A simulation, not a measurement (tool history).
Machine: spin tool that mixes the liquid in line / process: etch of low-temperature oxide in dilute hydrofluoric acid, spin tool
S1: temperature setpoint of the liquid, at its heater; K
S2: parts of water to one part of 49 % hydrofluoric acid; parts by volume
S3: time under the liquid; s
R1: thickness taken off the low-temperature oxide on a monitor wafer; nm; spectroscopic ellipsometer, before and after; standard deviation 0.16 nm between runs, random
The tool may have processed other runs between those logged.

{"run": 1, "hour": 0.0, "S1": 296.15, "S2": 140, "S3": 95, "R1": 13.051}
{"run": 2, "hour": 2.3, "S1": 298.15, "S2": 135, "S3": 95, "R1": 14.654}
{"run": 3, "hour": 7.7, "S1": 298.15, "S2": 185, "S3": 95, "R1": 10.033}
{"run": 4, "hour": 10.6, "S1": 299.65, "S2": 165, "S3": 95, "R1": 12.291}
{"run": 5, "hour": 13.3, "S1": 300.65, "S2": 150, "S3": 95, "R1": 14.428}
{"run": 6, "hour": 20.1, "S1": 300.65, "S2": 195, "S3": 95, "R1": 10.273}
{"run": 7, "hour": 27.8, "S1": 301.65, "S2": 175, "S3": 95, "R1": 12.311}
{"run": 8, "hour": 32.9, "S1": 302.15, "S2": 160, "S3": 95, "R1": 13.847}
{"run": 9, "hour": 39.1, "S1": 302.65, "S2": 145, "S3": 95, "R1": 15.778}

Estimate the outcome of run 10 from the log above:
{"run": 10, "hour": 43.3, "S1": 304.15, "S2": 110, "S3": 95, "R1": "?"}

R1: 23.326 nm
